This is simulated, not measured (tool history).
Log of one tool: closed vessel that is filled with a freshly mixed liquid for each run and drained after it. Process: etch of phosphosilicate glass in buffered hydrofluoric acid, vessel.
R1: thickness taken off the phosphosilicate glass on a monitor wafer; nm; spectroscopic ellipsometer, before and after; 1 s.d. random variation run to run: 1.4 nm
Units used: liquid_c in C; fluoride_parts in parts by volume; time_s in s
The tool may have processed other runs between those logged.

{"run": 1, "hour": 0.0, "liquid_c": 20, "fluoride_parts": 17.5, "time_s": 95, "R1": 176.88}
{"run": 2, "hour": 8.6, "liquid_c": 21, "fluoride_parts": 17.5, "time_s": 95, "R1": 184.87}
{"run": 3, "hour": 15.6, "liquid_c": 21, "fluoride_parts": 21, "time_s": 95, "R1": 156.58}
{"run": 4, "hour": 22.8, "liquid_c": 21, "fluoride_parts": 21, "time_s": 95, "R1": 155.41}
{"run": 5, "hour": 27.9, "liquid_c": 22, "fluoride_parts": 21, "time_s": 95, "R1": 165.14}
{"run": 6, "hour": 33.1, "liquid_c": 22, "fluoride_parts": 18, "time_s": 95, "R1": 189.65}

Forecast run 7:
{"run": 7, "hour": 38.1, "liquid_c": 22.5, "fluoride_parts": 18, "time_s": 95, "R1": "?"}

{"run 7": {"R1": 195.53}}

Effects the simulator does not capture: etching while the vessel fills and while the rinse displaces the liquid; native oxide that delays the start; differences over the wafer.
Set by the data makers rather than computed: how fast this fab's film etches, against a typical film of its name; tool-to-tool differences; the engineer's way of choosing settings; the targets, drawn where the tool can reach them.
